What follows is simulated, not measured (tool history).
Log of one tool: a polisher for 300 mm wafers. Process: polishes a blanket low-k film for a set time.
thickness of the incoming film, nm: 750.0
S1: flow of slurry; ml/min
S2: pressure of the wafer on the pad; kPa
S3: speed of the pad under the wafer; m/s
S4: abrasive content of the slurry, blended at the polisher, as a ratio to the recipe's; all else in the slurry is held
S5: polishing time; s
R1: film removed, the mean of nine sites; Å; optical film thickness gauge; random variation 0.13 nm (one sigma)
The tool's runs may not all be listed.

{"run": 1, "day": 0.0, "S1": 290, "S2": 17.2, "S3": 0.76, "S4": 1, "S5": 38, "R1": 144.23}
{"run": 2, "day": 0.038, "S1": 290, "S2": 17.2, "S3": 0.76, "S4": 0.85, "S5": 38, "R1": 136.85}
{"run": 3, "day": 0.371, "S1": 290, "S2": 16.5, "S3": 0.76, "S4": 0.85, "S5": 38, "R1": 132.64}
{"run": 4, "day": 0.671, "S1": 290, "S2": 16.5, "S3": 0.76, "S4": 1.05, "S5": 38, "R1": 144.79}
{"run": 5, "day": 0.696, "S1": 290, "S2": 19.3, "S3": 0.76, "S4": 1.05, "S5": 38, "R1": 157.59}
{"run": 6, "day": 0.925, "S1": 290, "S2": 22.1, "S3": 0.76, "S4": 1.05, "S5": 38, "R1": 175.08}
{"run": 7, "day": 1.3, "S1": 290, "S2": 19.3, "S3": 0.74, "S4": 1.05, "S5": 38, "R1": 154.19}
{"run": 8, "day": 1.45, "S1": 290, "S2": 17.9, "S3": 0.74, "S4": 1.05, "S5": 38, "R1": 146.26}

Forecast run 9:
{"run": 9, "day": 1.629, "S1": 290, "S2": 16.5, "S3": 0.74, "S4": 1.05, "S5": 38, "R1": "?"}

{"run 9": {"R1": 139.14}}
